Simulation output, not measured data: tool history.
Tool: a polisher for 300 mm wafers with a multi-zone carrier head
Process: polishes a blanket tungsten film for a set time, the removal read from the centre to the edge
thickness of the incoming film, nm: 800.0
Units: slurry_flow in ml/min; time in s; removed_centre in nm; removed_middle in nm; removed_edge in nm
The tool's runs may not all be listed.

Run 1, day 0.000: slurry_flow 310 ml/min, centre_zone 1.00, middle_zone 1.00, edge_zone 1.00, slurry_solids 1.00, time 43 s. Result: removed_centre 295.71 nm, removed_middle 305.64 nm, removed_edge 306.77 nm.
Run 2, day 0.154: slurry_flow 310 ml/min, centre_zone 1.00, middle_zone 1.01, edge_zone 1.02, slurry_solids 1.05, time 44 s. Result: removed_centre 299.05 nm, removed_middle 318.49 nm, removed_edge 315.70 nm.
Run 3, day 0.396: slurry_flow 310 ml/min, centre_zone 1.00, middle_zone 1.01, edge_zone 1.02, slurry_solids 1.20, time 44 s. Result: removed_centre 315.08 nm, removed_middle 325.28 nm, removed_edge 327.05 nm.
Run 4, day 0.721: slurry_flow 310 ml/min, centre_zone 1.06, middle_zone 1.01, edge_zone 1.02, slurry_solids 1.20, time 44 s. Result: removed_centre 331.60 nm, removed_middle 327.74 nm, removed_edge 330.92 nm.
Run 5, day 0.821: slurry_flow 310 ml/min, centre_zone 1.06, middle_zone 1.02, edge_zone 1.03, slurry_solids 1.25, time 45 s. Result: removed_centre 346.13 nm, removed_middle 340.03 nm, removed_edge 331.99 nm.
Run 6, day 0.996: slurry_flow 310 ml/min, centre_zone 1.06, middle_zone 1.02, edge_zone 0.95, slurry_solids 1.25, time 45 s. Result: removed_centre 346.34 nm, removed_middle 340.77 nm, removed_edge 322.53 nm.
Run 7, day 1.171: slurry_flow 310 ml/min, centre_zone 1.05, middle_zone 1.02, edge_zone 0.97, slurry_solids 1.30, time 46 s. Result: removed_centre 348.97 nm, removed_middle 349.98 nm, removed_edge 339.74 nm.
Run 8, day 1.508: slurry_flow 310 ml/min, centre_zone 1.05, middle_zone 1.02, edge_zone 0.98, slurry_solids 1.30, time 47 s. Result: removed_centre 354.99 nm, removed_middle 354.55 nm, removed_edge 349.98 nm.

Run 9 comes next. What will it give?
Run 9, day 1.642: slurry_flow 310 ml/min, centre_zone 1.05, middle_zone 1.03, edge_zone 0.99, slurry_solids 1.30, time 48 s. Result: removed_centre ?, removed_middle ?, removed_edge ?.

removed_centre: 362.06 nm
removed_middle: 367.29 nm
removed_edge: 353.31 nm
